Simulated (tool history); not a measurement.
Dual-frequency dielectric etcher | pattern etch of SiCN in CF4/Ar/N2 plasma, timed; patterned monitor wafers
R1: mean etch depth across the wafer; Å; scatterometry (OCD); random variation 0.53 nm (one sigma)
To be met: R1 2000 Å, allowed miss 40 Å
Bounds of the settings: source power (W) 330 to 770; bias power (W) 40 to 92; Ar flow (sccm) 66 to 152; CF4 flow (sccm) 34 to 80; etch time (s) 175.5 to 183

Run 1, hour 0: source power (W) 550, bias power (W) 66, Ar flow (sccm) 109, CF4 flow (sccm) 57, etch time (s) 175.5. Result: R1 1690 Å.
Run 2, hour 8.6: source power (W) 640, bias power (W) 66, Ar flow (sccm) 109, CF4 flow (sccm) 57, etch time (s) 175.5. Result: R1 1855.6 Å.
Run 3, hour 12.2: source power (W) 680, bias power (W) 66, Ar flow (sccm) 109, CF4 flow (sccm) 57, etch time (s) 175.5. Result: R1 1933.8 Å.
Run 4, hour 19.8: source power (W) 680, bias power (W) 66, Ar flow (sccm) 109, CF4 flow (sccm) 49, etch time (s) 175.5. Result: R1 1880.7 Å.
Run 5, hour 28.6: source power (W) 690, bias power (W) 66, Ar flow (sccm) 109, CF4 flow (sccm) 49, etch time (s) 175.5. Result: R1 1908.2 Å.
Run 6, hour 33.3: source power (W) 700, bias power (W) 66, Ar flow (sccm) 109, CF4 flow (sccm) 49, etch time (s) 175.5. Result: R1 1922.5 Å.
Run 7, hour 41.8: source power (W) 710, bias power (W) 66, Ar flow (sccm) 109, CF4 flow (sccm) 49, etch time (s) 175.5. Result: R1 1935.1 Å.
Run 8, hour 46: source power (W) 710, bias power (W) 66, Ar flow (sccm) 109, CF4 flow (sccm) 49, etch time (s) 175.5. Result: R1 1936.1 Å.

Which of these 5 next moves meets every target?
Run A, hour 50.2: source power (W) 650, bias power (W) 64, Ar flow (sccm) 108, CF4 flow (sccm) 52, etch time (s) 175.5. Result: R1 ?.
Run B, hour 50.2: source power (W) 690, bias power (W) 64, Ar flow (sccm) 105, CF4 flow (sccm) 48, etch time (s) 183. Result: R1 ?.
Run C, hour 50.2: source power (W) 670, bias power (W) 56, Ar flow (sccm) 97, CF4 flow (sccm) 47, etch time (s) 178. Result: R1 ?.
Run D, hour 50.2: source power (W) 680, bias power (W) 65, Ar flow (sccm) 97, CF4 flow (sccm) 45, etch time (s) 175.5. Result: R1 ?.
Run E, hour 50.2: source power (W) 680, bias power (W) 68, Ar flow (sccm) 119, CF4 flow (sccm) 49, etch time (s) 180.5. Result: R1 ?.

move      R1
   A  1838.3
   B  1984.8
   C    1867
   D  1919.2
   E  1910.1
A: further off than the last run
B: meets every target
C: further off than the last run
D: further off than the last run
E: further off than the last run
Move B is the one to make.

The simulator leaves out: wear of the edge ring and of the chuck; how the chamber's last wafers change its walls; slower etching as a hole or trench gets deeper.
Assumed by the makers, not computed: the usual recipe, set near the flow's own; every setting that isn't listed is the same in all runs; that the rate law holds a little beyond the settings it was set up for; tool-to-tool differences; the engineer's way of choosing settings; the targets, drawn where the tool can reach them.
